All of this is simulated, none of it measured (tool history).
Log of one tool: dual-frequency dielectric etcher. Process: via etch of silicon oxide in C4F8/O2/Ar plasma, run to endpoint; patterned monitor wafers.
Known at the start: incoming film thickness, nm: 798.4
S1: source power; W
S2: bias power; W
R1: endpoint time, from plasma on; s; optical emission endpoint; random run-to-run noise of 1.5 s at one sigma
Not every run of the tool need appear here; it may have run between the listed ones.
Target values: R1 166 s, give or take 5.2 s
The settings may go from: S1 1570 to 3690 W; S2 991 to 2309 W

{"run": 1, "hour": 0.0, "S1": 2630, "S2": 1650, "R1": 137.72}
{"run": 2, "hour": 8.4, "S1": 2450, "S2": 1650, "R1": 140.75}
{"run": 3, "hour": 14.3, "S1": 2450, "S2": 1472, "R1": 144.81}
{"run": 4, "hour": 16.8, "S1": 2130, "S2": 1472, "R1": 158.3}
{"run": 5, "hour": 20.9, "S1": 2110, "S2": 1468, "R1": 158.58}
{"run": 6, "hour": 28.4, "S1": 2370, "S2": 1468, "R1": 150.59}
{"run": 7, "hour": 30.7, "S1": 2320, "S2": 1459, "R1": 151.61}
{"run": 8, "hour": 37.5, "S1": 2280, "S2": 1451, "R1": 153.66}
{"run": 9, "hour": 39.7, "S1": 2240, "S2": 1444, "R1": 154.24}
{"run": 10, "hour": 46.5, "S1": 2200, "S2": 1437, "R1": 154.81}

Exactly one of the 4 candidate moves below puts every result within its allowed miss. Which one?
{"run": "A", "hour": 53.3, "S1": 2330, "S2": 1487, "R1": "?"}
{"run": "B", "hour": 53.3, "S1": 1970, "S2": 1355, "R1": "?"}
{"run": "C", "hour": 53.3, "S1": 2240, "S2": 1471, "R1": "?"}
{"run": "D", "hour": 53.3, "S1": 1630, "S2": 1435, "R1": "?"}

move=A R1=148.12
move=B R1=164.58
move=C R1=151.29
move=D R1=176.52
A: misses by more than the last run did
B: all results land within tolerance of their targets
C: misses by more than the last run did
D: moves the result that the last run missed by most past its target, out the other side
Move B is the one to make.

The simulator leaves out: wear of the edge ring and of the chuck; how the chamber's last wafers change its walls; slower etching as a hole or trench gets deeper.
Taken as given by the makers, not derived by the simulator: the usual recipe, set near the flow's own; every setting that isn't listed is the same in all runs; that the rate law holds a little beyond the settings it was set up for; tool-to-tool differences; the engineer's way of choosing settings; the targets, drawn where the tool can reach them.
